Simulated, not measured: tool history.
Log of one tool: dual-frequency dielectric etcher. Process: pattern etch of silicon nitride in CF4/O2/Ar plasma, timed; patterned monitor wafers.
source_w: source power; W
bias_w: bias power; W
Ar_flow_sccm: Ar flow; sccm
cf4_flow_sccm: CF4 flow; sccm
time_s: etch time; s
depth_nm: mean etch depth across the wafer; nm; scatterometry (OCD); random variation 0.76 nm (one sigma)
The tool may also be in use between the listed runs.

| run | day | source_w | bias_w | Ar_flow_sccm | cf4_flow_sccm | time_s | depth_nm |
|---|---|---|---|---|---|---|---|
| 1 | 0 | 450 | 65 | 134 | 92 | 261 | 443.82 |
| 2 | 0.258 | 530 | 65 | 134 | 92 | 261 | 504.33 |
| 3 | 0.571 | 560 | 65 | 134 | 92 | 261 | 524.5 |
| 4 | 0.738 | 560 | 65 | 134 | 92 | 261 | 527.28 |
| 5 | 1.083 | 540 | 64 | 134 | 92 | 261 | 509.23 |
| 6 | 1.379 | 520 | 63 | 134 | 92 | 261 | 489.52 |
| 7 | 1.658 | 500 | 63 | 134 | 92 | 261 | 474.03 |
| 8 | 1.975 | 480 | 63 | 134 | 92 | 261 | 460.15 |

Run 9 comes next. What will it give?
|  | 2.129 | Ar flow controller replaced |
| 9 | 2.129 | 390 | 60 | 135 | 91 | 260.5 | ? |

{"run 9": {"depth_nm": 388.34}}

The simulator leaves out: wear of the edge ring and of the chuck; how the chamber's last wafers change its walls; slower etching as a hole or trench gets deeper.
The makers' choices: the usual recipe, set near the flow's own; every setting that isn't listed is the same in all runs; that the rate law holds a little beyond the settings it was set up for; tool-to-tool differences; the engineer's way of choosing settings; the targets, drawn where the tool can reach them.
